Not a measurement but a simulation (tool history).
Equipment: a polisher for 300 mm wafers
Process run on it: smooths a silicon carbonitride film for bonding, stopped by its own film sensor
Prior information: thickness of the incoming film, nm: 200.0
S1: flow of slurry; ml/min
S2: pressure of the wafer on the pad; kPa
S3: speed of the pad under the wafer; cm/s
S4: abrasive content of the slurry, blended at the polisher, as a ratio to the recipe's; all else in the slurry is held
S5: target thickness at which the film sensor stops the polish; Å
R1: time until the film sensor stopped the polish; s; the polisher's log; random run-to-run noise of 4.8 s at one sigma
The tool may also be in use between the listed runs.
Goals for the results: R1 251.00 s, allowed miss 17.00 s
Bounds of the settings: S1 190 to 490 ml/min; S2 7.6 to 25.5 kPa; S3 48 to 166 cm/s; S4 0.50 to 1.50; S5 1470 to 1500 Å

| run | hour | S1 | S2 | S3 | S4 | S5 | R1 |
|---|---|---|---|---|---|---|---|
| 1 | 0.0 | 315 | 16.5 | 106 | 1.00 | 1500 | 122.12 |
| 2 | 1.1 | 315 | 16.5 | 106 | 1.00 | 1470 | 136.33 |
| 3 | 5.1 | 315 | 14.5 | 106 | 1.00 | 1470 | 153.54 |
| 4 | 7.3 | 315 | 13.8 | 104 | 1.00 | 1470 | 164.49 |
| 5 | 13.2 | 315 | 13.8 | 104 | 1.20 | 1470 | 145.86 |
| 6 | 14.4 | 315 | 13.1 | 100 | 1.20 | 1470 | 156.43 |
| 7 | 18.9 | 315 | 12.4 | 98 | 1.20 | 1470 | 168.66 |
| 8 | 24.9 | 315 | 11.7 | 96 | 1.20 | 1470 | 191.88 |
| 9 | 27.0 | 315 | 11.0 | 96 | 1.20 | 1470 | 186.36 |
| 10 | 29.9 | 315 | 10.3 | 94 | 1.20 | 1470 | 202.72 |
| 11 | 36.6 | 315 | 10.3 | 94 | 1.20 | 1470 | 211.42 |

Which single option among these 4 for the next run brings every result within its allowed miss of target? Just one does.
| A | 43.3 | 310 | 9.0 | 110 | 1.25 | 1470 | ? |
| B | 43.3 | 355 | 8.3 | 82 | 1.20 | 1470 | ? |
| C | 43.3 | 320 | 12.4 | 74 | 1.20 | 1470 | ? |
| D | 43.3 | 345 | 8.3 | 92 | 1.35 | 1470 | ? |

| move | R1 |
|---|---|
| A | 203.44 |
| B | 279.52 |
| C | 208.18 |
| D | 242.24 |
A: its largest miss is bigger than the last run's
B: takes the result that was furthest off past its target
C: its largest miss is bigger than the last run's
D: in spec on every target
Answer: D
